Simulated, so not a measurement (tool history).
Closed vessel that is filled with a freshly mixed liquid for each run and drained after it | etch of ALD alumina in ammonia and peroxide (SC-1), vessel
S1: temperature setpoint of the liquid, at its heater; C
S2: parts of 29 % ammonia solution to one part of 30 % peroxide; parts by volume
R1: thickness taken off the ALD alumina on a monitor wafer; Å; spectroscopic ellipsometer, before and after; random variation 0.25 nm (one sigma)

Run 1, hour 0.0: S1 61.0 C, S2 0.65 parts by volume, time in the liquid (s) 570. Result: R1 539.66 Å.
Run 2, hour 7.3: S1 59.5 C, S2 0.65 parts by volume, time in the liquid (s) 570. Result: R1 503.38 Å.
Run 3, hour 15.8: S1 59.5 C, S2 0.65 parts by volume, time in the liquid (s) 570. Result: R1 499.20 Å.
Run 4, hour 24.9: S1 59.5 C, S2 0.75 parts by volume, time in the liquid (s) 570. Result: R1 509.51 Å.
Run 5, hour 32.7: S1 66.0 C, S2 0.75 parts by volume, time in the liquid (s) 570. Result: R1 715.21 Å.
Run 6, hour 33.7: S1 62.5 C, S2 0.75 parts by volume, time in the liquid (s) 570. Result: R1 598.27 Å.
Run 7, hour 42.6: S1 62.5 C, S2 0.75 parts by volume, time in the liquid (s) 570. Result: R1 599.27 Å.
Run 8, hour 48.0: S1 60.5 C, S2 0.75 parts by volume, time in the liquid (s) 570. Result: R1 534.58 Å.

The next listed run, before its measurement:
Run 9, hour 53.1: S1 59.0 C, S2 0.75 parts by volume, time in the liquid (s) 570. Result: R1 ?.

{"run 9": {"R1": 497.5}}
